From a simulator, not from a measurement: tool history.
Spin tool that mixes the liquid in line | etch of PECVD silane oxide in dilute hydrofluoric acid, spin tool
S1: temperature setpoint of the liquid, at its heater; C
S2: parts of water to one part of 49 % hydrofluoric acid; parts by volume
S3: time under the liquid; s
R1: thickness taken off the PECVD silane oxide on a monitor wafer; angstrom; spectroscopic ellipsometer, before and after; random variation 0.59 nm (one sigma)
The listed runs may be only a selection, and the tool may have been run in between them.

run    day    S1  S2   S3      R1
  1      0    23  70  155  610.64
  2  0.371    23  60  155  715.59
  3  0.438    23  40  155  1112.6
  4  0.708    23  25  155    1827
  5   0.75    23  25  155  1811.6
  6  1.075  22.5  25  155  1780.6

Run 7 is up next; what results do you expect?
  7  1.142  22.5  25  155   ?

{"run 7": {"R1": 1778}}
